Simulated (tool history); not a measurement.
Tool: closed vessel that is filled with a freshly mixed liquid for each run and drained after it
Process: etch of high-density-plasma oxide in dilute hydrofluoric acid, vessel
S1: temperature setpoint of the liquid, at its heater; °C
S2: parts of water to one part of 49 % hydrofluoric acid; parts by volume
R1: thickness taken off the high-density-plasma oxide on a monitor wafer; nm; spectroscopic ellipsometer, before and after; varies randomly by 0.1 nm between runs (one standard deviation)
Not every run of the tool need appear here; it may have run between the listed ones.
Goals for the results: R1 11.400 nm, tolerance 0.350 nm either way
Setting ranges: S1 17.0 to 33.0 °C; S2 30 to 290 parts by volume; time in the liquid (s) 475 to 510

Run 1, hour 0.0: S1 25.0 °C, S2 160 parts by volume, time in the liquid (s) 475. Result: R1 15.905 nm.
Run 2, hour 6.6: S1 23.5 °C, S2 160 parts by volume, time in the liquid (s) 475. Result: R1 15.112 nm.
Run 3, hour 15.6: S1 23.5 °C, S2 190 parts by volume, time in the liquid (s) 475. Result: R1 12.210 nm.
Run 4, hour 24.2: S1 23.5 °C, S2 135 parts by volume, time in the liquid (s) 475. Result: R1 18.015 nm.
Run 5, hour 29.1: S1 20.5 °C, S2 135 parts by volume, time in the liquid (s) 475. Result: R1 16.302 nm.
Run 6, hour 36.5: S1 19.5 °C, S2 145 parts by volume, time in the liquid (s) 475. Result: R1 14.532 nm.
Run 7, hour 41.3: S1 19.0 °C, S2 150 parts by volume, time in the liquid (s) 475. Result: R1 13.648 nm.
Run 8, hour 43.9: S1 18.5 °C, S2 155 parts by volume, time in the liquid (s) 475. Result: R1 12.819 nm.

Which one of the following 5 next-run settings gets every result inside its allowed miss? There is exactly one.
Run A, hour 46.5: S1 18.5 °C, S2 140 parts by volume, time in the liquid (s) 495. Result: R1 ?.
Run B, hour 46.5: S1 18.0 °C, S2 180 parts by volume, time in the liquid (s) 510. Result: R1 ?.
Run C, hour 46.5: S1 20.0 °C, S2 145 parts by volume, time in the liquid (s) 475. Result: R1 ?.
Run D, hour 46.5: S1 18.0 °C, S2 140 parts by volume, time in the liquid (s) 510. Result: R1 ?.
Run E, hour 46.5: S1 21.0 °C, S2 160 parts by volume, time in the liquid (s) 475. Result: R1 ?.

move      R1
   A  14.849
   B  11.211
   C  14.540
   D  14.991
   E  13.494
A: the biggest miss grows against the last run
B: each result inside its tolerance
C: the biggest miss grows against the last run
D: the biggest miss grows against the last run
E: the biggest miss grows against the last run
The move that meets every target is B.
